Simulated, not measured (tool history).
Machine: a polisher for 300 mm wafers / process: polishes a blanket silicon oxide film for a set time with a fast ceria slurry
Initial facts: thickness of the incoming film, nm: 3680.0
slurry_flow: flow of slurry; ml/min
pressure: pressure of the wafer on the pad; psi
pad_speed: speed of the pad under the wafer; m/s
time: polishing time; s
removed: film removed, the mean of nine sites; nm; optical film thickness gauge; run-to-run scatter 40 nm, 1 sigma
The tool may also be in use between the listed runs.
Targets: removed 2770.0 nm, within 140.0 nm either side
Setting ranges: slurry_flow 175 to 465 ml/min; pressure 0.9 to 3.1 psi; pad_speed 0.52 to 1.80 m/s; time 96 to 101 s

run  hour  slurry_flow  pressure  pad_speed  time  removed
  1   0.0          295       2.0       1.16    96   1400.8
  2   3.4          295       2.0       0.92    96   1117.7
  3   7.1          295       2.2       0.98    96   1303.3
  4   9.0          295       2.2       0.84    96   1110.7
  5  14.8          295       2.3       0.92    96   1276.4
  6  15.9          295       2.3       0.92    96   1279.8
  7  23.7          295       2.4       0.98    96   1391.3
  8  24.4          295       2.4       0.98    96   1402.1
  9  28.9          295       2.5       1.04    96   1554.8
 10  34.7          295       2.6       1.10    96   1694.4
 11  42.0          295       2.7       1.16    96   1884.3
     44.2  -- slurry nozzle cleaned
 12  44.2          295       2.8       1.20    96   2080.1
 13  49.2          295       3.1       1.36    97   2595.6

Below are 5 possible settings for the next run. Only one of them brings all results inside the allowed miss of their targets. Which is it?
  A  54.2          360       2.9       1.44   101        ?
  B  54.2          285       2.9       1.36    97        ?
  C  54.2          320       3.1       1.22    98        ?
  D  54.2          180       2.9       1.80   101        ?
  E  54.2          305       2.8       1.30    98        ?

move  removed
   A   2670.7
   B   2385.3
   C   2333.4
   D   3135.2
   E   2240.8
A: hits every target within its allowed miss
B: misses by more than the last run did
C: misses by more than the last run did
D: the result that was furthest off in the last run now lies on the other side of its target
E: misses by more than the last run did
So the answer is move A, the one that meets all the targets.
